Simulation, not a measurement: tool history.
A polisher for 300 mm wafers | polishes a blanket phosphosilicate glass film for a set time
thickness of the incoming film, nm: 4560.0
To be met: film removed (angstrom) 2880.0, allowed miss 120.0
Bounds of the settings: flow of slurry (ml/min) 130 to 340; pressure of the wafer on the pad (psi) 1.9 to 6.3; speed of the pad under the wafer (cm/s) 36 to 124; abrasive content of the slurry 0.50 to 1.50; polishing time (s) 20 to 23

| run | hour | flow of slurry (ml/min) | pressure of the wafer on the pad (psi) | speed of the pad under the wafer (cm/s) | abrasive content of the slurry | polishing time (s) | film removed (angstrom) |
|---|---|---|---|---|---|---|---|
| 1 | 0.0 | 220 | 4.1 | 80 | 1.00 | 23 | 2254.1 |
| 2 | 8.8 | 220 | 4.1 | 80 | 1.15 | 23 | 2379.8 |
| 3 | 16.7 | 220 | 4.3 | 80 | 1.15 | 23 | 2436.2 |
| 4 | 22.6 | 220 | 4.3 | 80 | 1.30 | 23 | 2570.7 |
| 5 | 23.4 | 220 | 4.3 | 80 | 1.25 | 23 | 2569.0 |
| 6 | 24.0 | 255 | 4.3 | 80 | 1.25 | 23 | 2591.0 |
| 7 | 28.1 | 255 | 4.4 | 80 | 1.25 | 23 | 2624.2 |
| 8 | 36.0 | 255 | 4.5 | 80 | 1.25 | 23 | 2657.4 |
| 9 | 40.9 | 255 | 4.6 | 80 | 1.25 | 23 | 2712.8 |

4 next moves are on the table. One of them brings every result within its allowed miss. Which?
| A | 45.8 | 225 | 4.3 | 82 | 1.20 | 23 | ? |
| B | 45.8 | 235 | 4.6 | 78 | 1.35 | 22 | ? |
| C | 45.8 | 275 | 5.0 | 92 | 1.20 | 23 | ? |
| D | 45.8 | 245 | 5.2 | 80 | 1.25 | 22 | ? |

| move | film removed (angstrom) |
|---|---|
| A | 2597.0 |
| B | 2632.7 |
| C | 3256.3 |
| D | 2876.3 |
A: further off than the last run
B: further off than the last run
C: takes the result that was furthest off past its target
D: meets every target
The right move is D.
